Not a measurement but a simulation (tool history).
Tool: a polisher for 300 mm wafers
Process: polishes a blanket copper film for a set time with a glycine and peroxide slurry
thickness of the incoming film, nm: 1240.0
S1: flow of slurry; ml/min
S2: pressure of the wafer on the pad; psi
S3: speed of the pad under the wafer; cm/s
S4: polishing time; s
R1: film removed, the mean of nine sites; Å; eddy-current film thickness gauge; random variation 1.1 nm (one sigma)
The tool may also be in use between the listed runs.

Run 1, hour 0.0: S1 230 ml/min, S2 2.8 psi, S3 98 cm/s, S4 35 s. Result: R1 1764.5 Å.
Run 2, hour 4.2: S1 230 ml/min, S2 2.8 psi, S3 74 cm/s, S4 35 s. Result: R1 1361.1 Å.
Run 3, hour 9.8: S1 230 ml/min, S2 2.8 psi, S3 74 cm/s, S4 35 s. Result: R1 1404.8 Å.
Run 4, hour 12.8: S1 230 ml/min, S2 2.8 psi, S3 74 cm/s, S4 35 s. Result: R1 1396.4 Å.
Run 5, hour 13.5: S1 235 ml/min, S2 2.9 psi, S3 74 cm/s, S4 35 s. Result: R1 1408.0 Å.
At hour 19.4: head pressure recalibrated.
Run 6, hour 19.4: S1 195 ml/min, S2 2.9 psi, S3 74 cm/s, S4 35 s. Result: R1 1341.7 Å.
Run 7, hour 22.6: S1 215 ml/min, S2 2.9 psi, S3 74 cm/s, S4 35 s. Result: R1 1341.9 Å.
Run 8, hour 31.4: S1 230 ml/min, S2 2.9 psi, S3 74 cm/s, S4 35 s. Result: R1 1355.0 Å.

Forecast run 9:
Run 9, hour 35.1: S1 235 ml/min, S2 3.1 psi, S3 74 cm/s, S4 35 s. Result: R1 ?.

{"run 9": {"R1": 1422.8}}

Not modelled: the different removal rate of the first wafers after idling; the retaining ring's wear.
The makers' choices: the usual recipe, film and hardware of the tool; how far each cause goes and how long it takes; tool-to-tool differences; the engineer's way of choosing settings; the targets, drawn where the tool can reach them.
